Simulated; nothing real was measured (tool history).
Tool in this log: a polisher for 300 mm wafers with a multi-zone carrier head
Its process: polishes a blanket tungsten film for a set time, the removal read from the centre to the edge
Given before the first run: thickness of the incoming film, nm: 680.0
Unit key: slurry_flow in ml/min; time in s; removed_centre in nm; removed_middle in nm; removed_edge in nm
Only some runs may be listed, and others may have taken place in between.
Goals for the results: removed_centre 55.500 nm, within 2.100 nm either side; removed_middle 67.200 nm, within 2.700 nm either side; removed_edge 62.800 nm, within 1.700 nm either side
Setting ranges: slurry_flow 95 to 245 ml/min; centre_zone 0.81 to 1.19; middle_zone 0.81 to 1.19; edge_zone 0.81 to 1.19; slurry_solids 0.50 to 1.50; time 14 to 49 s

| run | hour | slurry_flow | centre_zone | middle_zone | edge_zone | slurry_solids | time | removed_centre | removed_middle | removed_edge |
|---|---|---|---|---|---|---|---|---|---|---|
| 1 | 0.0 | 155 | 1.00 | 1.00 | 1.00 | 1.00 | 31 | 115.130 | 108.030 | 113.360 |
| 2 | 4.2 | 155 | 1.00 | 1.00 | 1.07 | 1.00 | 31 | 111.530 | 109.310 | 115.900 |
| 3 | 9.0 | 125 | 1.00 | 1.00 | 1.07 | 1.00 | 31 | 106.450 | 103.200 | 112.950 |
| 4 | 13.3 | 105 | 1.00 | 1.00 | 1.07 | 1.00 | 31 | 101.160 | 101.050 | 111.460 |
| 5 | 15.0 | 105 | 1.00 | 0.94 | 1.07 | 1.00 | 31 | 100.450 | 96.559 | 110.500 |
| 6 | 20.0 | 105 | 0.96 | 0.98 | 1.03 | 0.90 | 28 | 85.343 | 87.929 | 94.831 |
| 7 | 23.4 | 105 | 0.93 | 0.99 | 1.00 | 0.80 | 27 | 79.442 | 84.259 | 87.714 |
| 8 | 29.7 | 105 | 0.91 | 1.00 | 0.98 | 0.75 | 26 | 72.900 | 79.456 | 82.843 |
| 9 | 32.8 | 105 | 0.89 | 1.02 | 0.95 | 0.70 | 25 | 68.294 | 76.773 | 77.682 |
| 10 | 41.2 | 105 | 0.88 | 1.03 | 0.93 | 0.65 | 24 | 64.170 | 74.182 | 72.950 |
| 11 | 44.5 | 105 | 0.87 | 1.03 | 0.91 | 0.60 | 24 | 61.935 | 71.974 | 70.681 |

4 next moves are on the table. One of them brings every result within its allowed miss. Which?
| A | 47.8 | 95 | 0.89 | 0.88 | 1.01 | 0.50 | 28 | ? | ? | ? |
| B | 47.8 | 100 | 0.87 | 1.07 | 0.87 | 0.60 | 22 | ? | ? | ? |
| C | 47.8 | 95 | 0.99 | 0.91 | 0.91 | 0.65 | 25 | ? | ? | ? |
| D | 47.8 | 135 | 0.88 | 1.03 | 0.94 | 0.70 | 21 | ? | ? | ? |

| move | removed_centre | removed_middle | removed_edge |
|---|---|---|---|
| A | 69.769 | 68.902 | 83.956 |
| B | 56.451 | 67.020 | 64.169 |
| C | 73.084 | 66.616 | 75.145 |
| D | 60.671 | 68.284 | 68.635 |
A: lands further from the targets than the last run did
B: hits every target within its allowed miss
C: lands further from the targets than the last run did
D: nearer than the last run, and not there yet
So the answer is move B, the one that meets all the targets.
